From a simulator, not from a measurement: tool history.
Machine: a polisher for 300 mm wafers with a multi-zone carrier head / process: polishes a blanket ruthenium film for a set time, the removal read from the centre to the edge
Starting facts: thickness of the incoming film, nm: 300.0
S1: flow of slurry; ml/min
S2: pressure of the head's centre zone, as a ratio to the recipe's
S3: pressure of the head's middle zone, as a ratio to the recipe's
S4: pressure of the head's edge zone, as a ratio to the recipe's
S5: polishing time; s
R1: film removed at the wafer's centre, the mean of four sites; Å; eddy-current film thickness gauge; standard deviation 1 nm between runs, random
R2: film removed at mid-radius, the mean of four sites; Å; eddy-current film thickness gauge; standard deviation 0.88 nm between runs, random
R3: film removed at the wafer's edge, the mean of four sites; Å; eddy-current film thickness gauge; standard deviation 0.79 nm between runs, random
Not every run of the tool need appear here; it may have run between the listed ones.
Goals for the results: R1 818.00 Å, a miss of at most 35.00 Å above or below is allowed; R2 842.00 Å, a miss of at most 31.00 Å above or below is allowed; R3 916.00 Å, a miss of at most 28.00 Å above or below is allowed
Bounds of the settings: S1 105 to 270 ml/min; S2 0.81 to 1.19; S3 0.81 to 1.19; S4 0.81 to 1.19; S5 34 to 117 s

run	hour	S1	S2	S3	S4	S5	R1	R2	R3
1	0.0	175	1.00	1.00	1.00	75	701.22	657.51	673.38
2	8.3	210	1.00	1.00	1.00	75	710.32	673.49	694.69
3	12.6	210	0.93	1.00	1.00	75	644.70	666.80	689.50
4	17.7	210	0.93	0.94	1.00	75	657.47	638.75	687.66
5	21.0	170	0.93	0.94	1.00	75	629.17	612.40	677.70
6	26.7	170	0.93	0.87	1.00	75	612.05	578.04	668.94
7	30.0	170	0.93	0.91	1.03	80	653.95	628.66	738.41
8	32.4	180	0.95	0.96	1.06	82	721.07	678.10	759.96
9	38.1	185	0.93	0.98	1.07	85	723.98	733.14	798.78
10	43.6	190	0.93	0.99	1.09	87	737.68	765.06	817.47

Exactly one of the 5 candidate moves below puts every result within its allowed miss. Which one?
A	49.1	205	0.89	1.04	1.04	98	?	?	?
B	49.1	225	1.06	0.97	1.05	89	?	?	?
C	49.1	205	0.90	0.96	1.06	97	?	?	?
D	49.1	205	0.83	0.86	1.06	108	?	?	?
E	49.1	165	0.96	0.83	1.11	103	?	?	?

move	R1	R2	R3
A	810.62	916.21	912.11
B	890.20	793.85	840.99
C	810.98	847.54	912.33
D	831.54	861.52	1017.10
E	882.71	769.98	968.00
A: the worst result of the last run now meets its target, but another is out of spec
B: nearer the targets than the last run, but a result is still out of spec
C: meets every target
D: takes the biggest miss from the last run beyond its target
E: takes the biggest miss from the last run beyond its target
Move C is the one to make.
